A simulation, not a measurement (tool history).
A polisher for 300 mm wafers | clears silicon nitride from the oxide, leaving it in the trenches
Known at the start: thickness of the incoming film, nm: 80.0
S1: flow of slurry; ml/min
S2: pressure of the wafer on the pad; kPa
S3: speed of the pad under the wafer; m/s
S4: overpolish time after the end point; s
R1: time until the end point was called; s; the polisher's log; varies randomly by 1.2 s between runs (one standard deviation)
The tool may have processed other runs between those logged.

run,hour,S1,S2,S3,S4,R1
1,0.0,255,19.3,1.02,3,84.409
2,5.5,255,19.3,0.92,3,92.109
3,14.4,255,19.3,1.14,3,74.650
4,15.7,255,17.2,1.14,3,82.794
# hour 18.5: slurry nozzle cleaned
5,18.5,255,17.2,1.14,3,76.241
6,19.6,255,17.2,1.40,3,61.522
7,27.9,255,14.5,1.34,3,74.660

For run 8, what comes out?
8,35.3,255,12.4,1.32,3,?

R1: 86.420 s
